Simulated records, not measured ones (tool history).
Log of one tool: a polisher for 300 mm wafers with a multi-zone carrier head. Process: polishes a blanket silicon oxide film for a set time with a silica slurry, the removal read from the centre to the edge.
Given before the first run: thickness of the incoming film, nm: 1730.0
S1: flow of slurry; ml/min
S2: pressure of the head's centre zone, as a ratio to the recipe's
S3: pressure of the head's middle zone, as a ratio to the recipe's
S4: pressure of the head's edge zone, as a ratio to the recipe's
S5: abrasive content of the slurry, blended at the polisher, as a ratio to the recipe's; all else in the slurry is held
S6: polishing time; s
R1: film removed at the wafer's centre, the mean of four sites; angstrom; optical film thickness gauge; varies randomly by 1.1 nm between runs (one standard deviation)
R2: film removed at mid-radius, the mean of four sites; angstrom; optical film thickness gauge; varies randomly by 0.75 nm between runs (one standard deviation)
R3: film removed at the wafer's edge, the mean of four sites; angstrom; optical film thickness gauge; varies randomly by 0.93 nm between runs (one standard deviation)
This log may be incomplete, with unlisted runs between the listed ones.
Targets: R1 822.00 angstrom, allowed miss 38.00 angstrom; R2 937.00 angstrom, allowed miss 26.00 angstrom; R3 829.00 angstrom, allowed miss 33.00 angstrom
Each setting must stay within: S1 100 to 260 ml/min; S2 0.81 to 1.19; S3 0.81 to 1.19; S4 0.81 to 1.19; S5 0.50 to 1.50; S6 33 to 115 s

run 1 hour=0.0 | S1=165 S2=1.00 S3=1.00 S4=1.00 S5=1.00 S6=73 | R1=1759.70 R2=1793.90 R3=1798.30
run 2 hour=7.4 | S1=165 S2=0.99 S3=1.01 S4=0.97 S5=0.90 S6=67 | R1=1564.20 R2=1587.50 R3=1556.80
run 3 hour=11.8 | S1=160 S2=0.97 S3=1.02 S4=0.95 S5=0.85 S6=62 | R1=1363.30 R2=1444.30 R3=1340.30
run 4 hour=20.9 | S1=150 S2=0.95 S3=1.00 S4=0.93 S5=0.80 S6=60 | R1=1224.90 R2=1303.70 R3=1282.20
run 5 hour=26.5 | S1=150 S2=0.95 S3=1.00 S4=0.93 S5=0.65 S6=60 | R1=1114.10 R2=1181.40 R3=1143.40
run 6 hour=33.8 | S1=150 S2=0.95 S3=1.05 S4=0.93 S5=0.65 S6=60 | R1=1085.30 R2=1218.60 R3=1131.50
run 7 hour=41.6 | S1=150 S2=0.95 S3=1.05 S4=0.92 S5=0.60 S6=58 | R1=1025.80 R2=1145.20 R3=1046.50
run 8 hour=45.1 | S1=150 S2=0.95 S3=1.05 S4=0.91 S5=0.60 S6=57 | R1=998.48 R2=1124.50 R3=1012.10
run 9 hour=46.0 | S1=145 S2=0.95 S3=1.05 S4=0.90 S5=0.60 S6=56 | R1=983.37 R2=1095.70 R3=984.21
run 10 hour=54.9 | S1=140 S2=0.94 S3=1.05 S4=0.89 S5=0.60 S6=56 | R1=957.97 R2=1087.40 R3=986.70

Next run, 4 choices. One meets every target within its allowed miss, the rest don't. Which?
run A hour=63.8 | S1=190 S2=0.92 S3=0.95 S4=1.07 S5=0.90 S6=38 | R1=? R2=? R3=?
run B hour=63.8 | S1=160 S2=0.94 S3=1.07 S4=0.89 S5=0.60 S6=46 | R1=? R2=? R3=?
run C hour=63.8 | S1=150 S2=0.99 S3=0.97 S4=0.90 S5=0.55 S6=53 | R1=? R2=? R3=?
run D hour=63.8 | S1=150 S2=0.95 S3=1.02 S4=0.93 S5=0.60 S6=51 | R1=? R2=? R3=?

move=A R1=815.45 R2=891.15 R3=916.71
move=B R1=797.16 R2=945.01 R3=809.54
move=C R1=909.68 R2=943.62 R3=887.02
move=D R1=881.85 R2=994.71 R3=909.13
A: takes the result that was furthest off past its target
B: every result lands within tolerance
C: the furthest-off result lands on target, but another misses its tolerance
D: gains on the last run, yet a result remains outside its allowed miss
Go with B: it meets all targets.
